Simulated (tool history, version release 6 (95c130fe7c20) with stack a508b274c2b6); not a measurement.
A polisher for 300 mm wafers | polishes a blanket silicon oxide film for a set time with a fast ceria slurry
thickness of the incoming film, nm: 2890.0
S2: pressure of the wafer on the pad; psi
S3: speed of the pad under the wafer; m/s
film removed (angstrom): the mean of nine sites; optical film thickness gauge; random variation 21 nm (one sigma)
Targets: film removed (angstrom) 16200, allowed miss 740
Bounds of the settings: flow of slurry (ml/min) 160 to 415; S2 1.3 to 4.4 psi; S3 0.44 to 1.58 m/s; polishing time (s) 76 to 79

run 1 hour=0 | flow_of_slurry_(ml/min)=265 S2=2.8 S3=1 polishing_time_(s)=76 | film_removed_(angstrom)=10625
run 2 hour=3.7 | flow_of_slurry_(ml/min)=265 S2=3.1 S3=1 polishing_time_(s)=76 | film_removed_(angstrom)=11438
run 3 hour=11.4 | flow_of_slurry_(ml/min)=265 S2=3.4 S3=1 polishing_time_(s)=76 | film_removed_(angstrom)=13011
run 4 hour=15.3 | flow_of_slurry_(ml/min)=200 S2=3.4 S3=1 polishing_time_(s)=76 | film_removed_(angstrom)=12505
run 5 hour=22.3 | flow_of_slurry_(ml/min)=200 S2=3.6 S3=1 polishing_time_(s)=76 | film_removed_(angstrom)=13374
run 6 hour=29.9 | flow_of_slurry_(ml/min)=200 S2=3.7 S3=1 polishing_time_(s)=76 | film_removed_(angstrom)=13537
run 7 hour=34.8 | flow_of_slurry_(ml/min)=200 S2=3.8 S3=1 polishing_time_(s)=76 | film_removed_(angstrom)=14070
run 8 hour=36 | flow_of_slurry_(ml/min)=200 S2=3.9 S3=1 polishing_time_(s)=76 | film_removed_(angstrom)=14219
run 9 hour=42.9 | flow_of_slurry_(ml/min)=200 S2=4 S3=1 polishing_time_(s)=76 | film_removed_(angstrom)=14654
run 10 hour=51.8 | flow_of_slurry_(ml/min)=200 S2=4.1 S3=1 polishing_time_(s)=76 | film_removed_(angstrom)=15164

5 next moves are on the table. One of them brings every result within its allowed miss. Which?
run A hour=60.7 | flow_of_slurry_(ml/min)=160 S2=3.7 S3=1.06 polishing_time_(s)=76 | film_removed_(angstrom)=?
run B hour=60.7 | flow_of_slurry_(ml/min)=195 S2=4.2 S3=0.94 polishing_time_(s)=76 | film_removed_(angstrom)=?
run C hour=60.7 | flow_of_slurry_(ml/min)=180 S2=4.1 S3=0.94 polishing_time_(s)=79 | film_removed_(angstrom)=?
run D hour=60.7 | flow_of_slurry_(ml/min)=250 S2=3.8 S3=1 polishing_time_(s)=78 | film_removed_(angstrom)=?
run E hour=60.7 | flow_of_slurry_(ml/min)=185 S2=4.4 S3=0.96 polishing_time_(s)=79 | film_removed_(angstrom)=?

move=A film_removed_(angstrom)=13933
move=B film_removed_(angstrom)=14358
move=C film_removed_(angstrom)=14449
move=D film_removed_(angstrom)=14540
move=E film_removed_(angstrom)=15851
A: further off than the last run
B: further off than the last run
C: further off than the last run
D: further off than the last run
E: meets every target
The right move is E.
